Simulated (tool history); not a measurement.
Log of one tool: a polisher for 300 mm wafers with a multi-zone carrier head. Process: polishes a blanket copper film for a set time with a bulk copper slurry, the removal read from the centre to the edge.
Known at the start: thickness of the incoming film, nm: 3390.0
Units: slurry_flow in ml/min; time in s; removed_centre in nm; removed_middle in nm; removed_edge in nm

Run 1, day 0: slurry_flow 220 ml/min, centre_zone 1, middle_zone 1, edge_zone 1, slurry_solids 1, time 31 s. Result: removed_centre 218.03 nm, removed_middle 219.32 nm, removed_edge 212.23 nm.
Run 2, day 0.196: slurry_flow 170 ml/min, centre_zone 1, middle_zone 1, edge_zone 1, slurry_solids 1, time 31 s. Result: removed_centre 207.11 nm, removed_middle 206.09 nm, removed_edge 208.33 nm.
Run 3, day 0.246: slurry_flow 185 ml/min, centre_zone 1.03, middle_zone 1, edge_zone 1.02, slurry_solids 1.1, time 32 s. Result: removed_centre 232.89 nm, removed_middle 216.71 nm, removed_edge 220.5 nm.
Run 4, day 0.521: slurry_flow 185 ml/min, centre_zone 1.03, middle_zone 1, edge_zone 1.02, slurry_solids 1.1, time 28 s. Result: removed_centre 196.63 nm, removed_middle 191.31 nm, removed_edge 192.5 nm.
Run 5, day 0.646: slurry_flow 195 ml/min, centre_zone 1.05, middle_zone 1.01, edge_zone 1.04, slurry_solids 1.15, time 30 s. Result: removed_centre 222.71 nm, removed_middle 211.03 nm, removed_edge 211.49 nm.
Run 6, day 0.879: slurry_flow 195 ml/min, centre_zone 1.05, middle_zone 0.96, edge_zone 1.04, slurry_solids 1.15, time 30 s. Result: removed_centre 219.65 nm, removed_middle 202.92 nm, removed_edge 209.91 nm.
Run 7, day 0.992: slurry_flow 205 ml/min, centre_zone 1.07, middle_zone 0.98, edge_zone 1.05, slurry_solids 1.2, time 31 s. Result: removed_centre 239.32 nm, removed_middle 215.85 nm, removed_edge 223.56 nm.
Run 8, day 1.15: slurry_flow 215 ml/min, centre_zone 1.09, middle_zone 1, edge_zone 1.06, slurry_solids 1.25, time 32 s. Result: removed_centre 252.6 nm, removed_middle 230.74 nm, removed_edge 229.26 nm.
Run 9, day 1.492: slurry_flow 215 ml/min, centre_zone 1.09, middle_zone 1, edge_zone 1.06, slurry_solids 1.25, time 32 s. Result: removed_centre 251.96 nm, removed_middle 232.29 nm, removed_edge 236.42 nm.

Run 10 comes next. What will it give?
Run 10, day 1.667: slurry_flow 225 ml/min, centre_zone 1.11, middle_zone 1, edge_zone 1.05, slurry_solids 1.3, time 33 s. Result: removed_centre ?, removed_middle ?, removed_edge ?.

removed_centre: 267.28 nm
removed_middle: 240.87 nm
removed_edge: 243.47 nm

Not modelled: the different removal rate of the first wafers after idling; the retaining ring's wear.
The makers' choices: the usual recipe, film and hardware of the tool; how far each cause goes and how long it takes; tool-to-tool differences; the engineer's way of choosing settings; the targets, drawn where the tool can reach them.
